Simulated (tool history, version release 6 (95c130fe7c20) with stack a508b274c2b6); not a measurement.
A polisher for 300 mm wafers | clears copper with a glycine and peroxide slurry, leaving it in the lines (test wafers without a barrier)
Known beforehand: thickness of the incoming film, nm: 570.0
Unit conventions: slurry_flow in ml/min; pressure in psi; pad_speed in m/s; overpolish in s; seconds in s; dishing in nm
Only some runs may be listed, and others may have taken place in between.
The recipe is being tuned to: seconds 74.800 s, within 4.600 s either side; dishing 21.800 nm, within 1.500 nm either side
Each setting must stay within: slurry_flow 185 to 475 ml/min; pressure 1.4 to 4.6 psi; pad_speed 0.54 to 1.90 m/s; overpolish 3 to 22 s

run,day,slurry_flow,pressure,pad_speed,overpolish,seconds,dishing
1,0.000,305,3.0,1.22,11,102.050,39.897
2,0.179,300,2.9,1.30,9,96.655,32.846
3,0.325,300,2.4,1.30,9,110.600,31.863
4,0.412,275,2.7,1.30,8,106.150,30.068
5,0.625,275,2.7,1.50,8,92.582,33.712
6,0.933,315,2.9,1.42,7,91.181,29.861
7,1.142,315,2.9,1.42,7,89.907,29.061
8,1.233,325,3.0,1.42,6,89.416,26.405
9,1.517,330,3.2,1.42,5,86.859,22.549
10,1.783,335,3.3,1.42,5,87.711,24.102
11,1.825,340,3.5,1.44,5,78.153,24.899
12,1.900,340,3.6,1.44,5,78.155,25.291
13,2.054,345,3.7,1.44,5,76.279,25.708
14,2.146,350,3.7,1.44,5,78.640,25.594
15,2.208,350,3.8,1.44,5,75.971,26.208

Consider the 5 candidate settings below. Which is the only one whose results all fall within their allowed miss of target?
A,2.271,410,3.3,1.54,6,?,?
B,2.271,320,3.9,1.34,6,?,?
C,2.271,400,3.2,1.64,4,?,?
D,2.271,365,3.9,1.52,6,?,?
E,2.271,355,3.9,1.34,8,?,?

move,seconds,dishing
A,76.052,31.094
B,80.928,29.652
C,73.344,22.577
D,70.930,33.085
E,79.701,38.126
A: lands further from the targets than the last run did
B: lands further from the targets than the last run did
C: in spec on every target
D: lands further from the targets than the last run did
E: lands further from the targets than the last run did
Move C is the one to make.
